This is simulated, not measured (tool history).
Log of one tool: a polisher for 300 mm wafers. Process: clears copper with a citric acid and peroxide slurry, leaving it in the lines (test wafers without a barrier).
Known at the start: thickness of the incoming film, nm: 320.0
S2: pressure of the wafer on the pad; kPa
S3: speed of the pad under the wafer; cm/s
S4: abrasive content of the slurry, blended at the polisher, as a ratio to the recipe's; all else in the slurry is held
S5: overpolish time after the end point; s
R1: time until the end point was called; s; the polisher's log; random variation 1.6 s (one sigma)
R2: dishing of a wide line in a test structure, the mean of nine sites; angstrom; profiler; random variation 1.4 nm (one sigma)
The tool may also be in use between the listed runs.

Run 1, day 0: flow of slurry (ml/min) 215, S2 17.9 kPa, S3 120 cm/s, S4 1, S5 27 s. Result: R1 128.96 s, R2 423.87 angstrom.
Run 2, day 0.146: flow of slurry (ml/min) 215, S2 19.3 kPa, S3 120 cm/s, S4 1, S5 28 s. Result: R1 124.81 s, R2 449.57 angstrom.
Run 3, day 0.388: flow of slurry (ml/min) 215, S2 21.4 kPa, S3 122 cm/s, S4 1, S5 29 s. Result: R1 112.83 s, R2 499.81 angstrom.
Run 4, day 0.696: flow of slurry (ml/min) 215, S2 17.9 kPa, S3 122 cm/s, S4 1, S5 29 s. Result: R1 127.67 s, R2 462.43 angstrom.
Run 5, day 0.908: flow of slurry (ml/min) 215, S2 20 kPa, S3 124 cm/s, S4 1, S5 30 s. Result: R1 115.28 s, R2 510.19 angstrom.
Run 6, day 1.238: flow of slurry (ml/min) 215, S2 21.4 kPa, S3 126 cm/s, S4 1, S5 30 s. Result: R1 105.69 s, R2 538.97 angstrom.

The next listed run, before its measurement:
At day 1.417: head pressure recalibrated.
Run 7, day 1.417: flow of slurry (ml/min) 215, S2 22.1 kPa, S3 126 cm/s, S4 1, S5 31 s. Result: R1 ?, R2 ?.

R1: 109.03 s
R2: 530.56 angstrom

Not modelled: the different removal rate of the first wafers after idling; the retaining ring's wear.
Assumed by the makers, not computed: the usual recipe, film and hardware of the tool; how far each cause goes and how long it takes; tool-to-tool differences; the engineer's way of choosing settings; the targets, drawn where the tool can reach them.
